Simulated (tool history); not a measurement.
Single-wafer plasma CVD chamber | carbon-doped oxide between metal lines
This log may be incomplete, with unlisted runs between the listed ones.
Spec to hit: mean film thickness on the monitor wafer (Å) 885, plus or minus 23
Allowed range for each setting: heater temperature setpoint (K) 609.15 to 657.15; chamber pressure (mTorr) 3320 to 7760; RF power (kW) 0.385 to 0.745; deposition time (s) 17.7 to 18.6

run    day  heater temperature setpoint (K)  chamber pressure (mTorr)  RF power (kW)  deposition time (s)  mean film thickness on the monitor wafer (Å)
  1      0                           633.15                      5540          0.565                 18.6                                        1084.6
  2  0.075                           633.15                      5540          0.565                 18.6                                        1074.8
  3  0.225                           633.15                      4960          0.565                 18.6                                        1075.3
  4  0.392                           633.15                      4960          0.595                 18.6                                        1109.9
  5  0.708                           633.15                      5330          0.595                 18.6                                        1121.3
  6  0.879                           634.15                      5280          0.565                 18.5                                        1071.7
  7  1.171                           634.15                      5250           0.54                 18.4                                        1025.9
  8  1.325                           635.15                      5190          0.525                 18.3                                        1000.9
  9  1.504                           636.15                      5140           0.51                 18.3                                        970.11
 10  1.675                           643.15                      4360           0.46                 18.2                                        854.77
 11  1.842                           642.15                      4410           0.46                 18.2                                        855.57
 12  2.008                           641.15                      4460           0.46                 18.2                                         853.3
 13  2.042                           640.15                      4530           0.46                 18.2                                        858.76
 14    2.1                           640.15                      4590           0.46                 18.2                                        859.77
 15  2.288                           640.15                      4650           0.46                 18.2                                        857.95
 16  2.488                           640.15                      4700           0.46                 18.2                                        860.14
      2.75  -- thermocouple changed; heater temperature recalibrated
 17   2.75                           640.15                      4730           0.46                 18.2                                        854.17
 18  2.838                           639.15                      4740           0.46                 18.2                                        858.13

Which of these 5 next moves meets every target?
  A  2.925                           641.15                      4890            0.5                 18.6                                             ?
  B  2.925                           633.15                      5120           0.49                 18.6                                             ?
  C  2.925                           635.15                      4870          0.485                 18.6                                             ?
  D  2.925                           639.15                      4160          0.465                 18.6                                             ?
  E  2.925                           641.15                      4130          0.465                 17.7                                             ?

move  mean film thickness on the monitor wafer (Å)
   A                                        945.78
   B                                        953.12
   C                                        935.83
   D                                        878.62
   E                                        832.09
A: moves the result that the last run missed by most past its target, out the other side
B: moves the result that the last run missed by most past its target, out the other side
C: moves the result that the last run missed by most past its target, out the other side
D: meets every target
E: lands further from the targets than the last run did
Answer: D
